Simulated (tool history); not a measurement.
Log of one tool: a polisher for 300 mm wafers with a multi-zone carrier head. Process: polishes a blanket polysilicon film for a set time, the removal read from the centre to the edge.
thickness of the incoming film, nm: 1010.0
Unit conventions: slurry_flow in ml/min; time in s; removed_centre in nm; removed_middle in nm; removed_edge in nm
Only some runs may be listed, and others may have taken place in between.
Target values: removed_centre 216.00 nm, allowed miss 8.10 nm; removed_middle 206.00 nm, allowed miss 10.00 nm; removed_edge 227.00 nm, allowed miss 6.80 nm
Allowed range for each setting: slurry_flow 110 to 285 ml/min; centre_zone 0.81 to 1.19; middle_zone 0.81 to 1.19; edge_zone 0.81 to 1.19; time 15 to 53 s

run,hour,slurry_flow,centre_zone,middle_zone,edge_zone,time,removed_centre,removed_middle,removed_edge
1,0.0,180,1.00,1.00,1.00,34,329.99,325.22,318.83
2,4.8,180,1.00,1.05,1.00,34,326.70,336.97,312.25
3,10.7,170,0.98,0.99,0.98,31,295.24,289.82,284.60
4,14.3,160,0.94,0.95,0.96,29,263.98,259.78,262.85
5,17.3,160,0.94,0.95,0.91,29,263.83,256.65,256.16
6,21.9,150,0.91,0.92,0.90,28,248.00,236.09,248.74
7,29.6,145,0.89,0.91,0.89,27,236.13,233.56,239.30
8,31.7,140,0.88,0.88,0.88,27,227.65,217.65,234.74
9,32.3,135,0.87,0.87,0.87,27,232.09,223.13,231.89
10,35.0,135,0.86,0.85,0.88,27,225.67,213.80,233.29

Of the 5 settings listed for the next run, only one would bring every result within its allowed miss of target. Which one?
A,37.7,125,0.93,0.83,1.04,27,?,?,?
B,37.7,115,1.00,0.88,0.83,26,?,?,?
C,37.7,165,0.97,0.81,0.86,27,?,?,?
D,37.7,110,0.87,0.85,0.89,27,?,?,?
E,37.7,135,0.98,0.95,0.81,26,?,?,?

move,removed_centre,removed_middle,removed_edge
A,233.77,203.63,246.62
B,232.24,202.56,217.23
C,253.28,209.04,238.69
D,217.71,202.75,229.50
E,236.97,222.31,219.84
A: the biggest miss grows against the last run
B: the biggest miss grows against the last run
C: the biggest miss grows against the last run
D: every result lands within tolerance
E: the biggest miss grows against the last run
Move D is the one to make.
